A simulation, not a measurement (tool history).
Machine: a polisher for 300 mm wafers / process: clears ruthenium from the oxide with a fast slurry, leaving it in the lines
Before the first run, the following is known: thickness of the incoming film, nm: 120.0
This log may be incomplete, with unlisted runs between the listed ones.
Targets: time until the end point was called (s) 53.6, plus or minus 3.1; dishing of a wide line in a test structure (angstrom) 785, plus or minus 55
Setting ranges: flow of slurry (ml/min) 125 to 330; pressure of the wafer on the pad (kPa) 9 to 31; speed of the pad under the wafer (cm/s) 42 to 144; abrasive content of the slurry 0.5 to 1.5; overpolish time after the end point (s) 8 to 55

| run | hour | flow of slurry (ml/min) | pressure of the wafer on the pad (kPa) | speed of the pad under the wafer (cm/s) | abrasive content of the slurry | overpolish time after the end point (s) | time until the end point was called (s) | dishing of a wide line in a test structure (angstrom) |
|---|---|---|---|---|---|---|---|---|
| 1 | 0 | 210 | 20 | 92 | 1 | 28 | 38.145 | 801 |
| 2 | 1.3 | 210 | 18.6 | 92 | 1 | 30 | 40.73 | 786.2 |
| 3 | 4.4 | 210 | 18.6 | 92 | 0.9 | 30 | 40.879 | 747.25 |
| 4 | 11.9 | 210 | 18.6 | 92 | 0.85 | 30 | 43.204 | 742.01 |
| 5 | 13.3 | 210 | 18.6 | 92 | 0.85 | 22 | 43.973 | 562.65 |
| 6 | 14.9 | 210 | 18.6 | 92 | 0.85 | 17 | 44.017 | 433.73 |
| 7 | 23.5 | 210 | 17.9 | 90 | 0.9 | 21 | 44.069 | 546.86 |
| 8 | 28.9 | 210 | 16.5 | 90 | 0.95 | 23 | 46.492 | 529.25 |

Of the 5 settings listed for the next run, only one would bring every result within its allowed miss of target. Which one?
| A | 34.3 | 190 | 17.2 | 86 | 1 | 33 | ? | ? |
| B | 34.3 | 260 | 16.5 | 98 | 0.9 | 37 | ? | ? |
| C | 34.3 | 215 | 17.9 | 102 | 1 | 24 | ? | ? |
| D | 34.3 | 190 | 12.4 | 98 | 1.1 | 20 | ? | ? |
| E | 34.3 | 200 | 16.5 | 78 | 0.95 | 39 | ? | ? |

| move | time until the end point was called (s) | dishing of a wide line in a test structure (angstrom) |
|---|---|---|
| A | 46.332 | 776.11 |
| B | 43.781 | 895.37 |
| C | 37.43 | 709.36 |
| D | 53.398 | 438.92 |
| E | 54.153 | 783.43 |
A: the worst result of the last run now meets its target, but another is out of spec
B: moves the result that the last run missed by most past its target, out the other side
C: lands further from the targets than the last run did
D: lands further from the targets than the last run did
E: hits every target within its allowed miss
The move that meets every target is E.
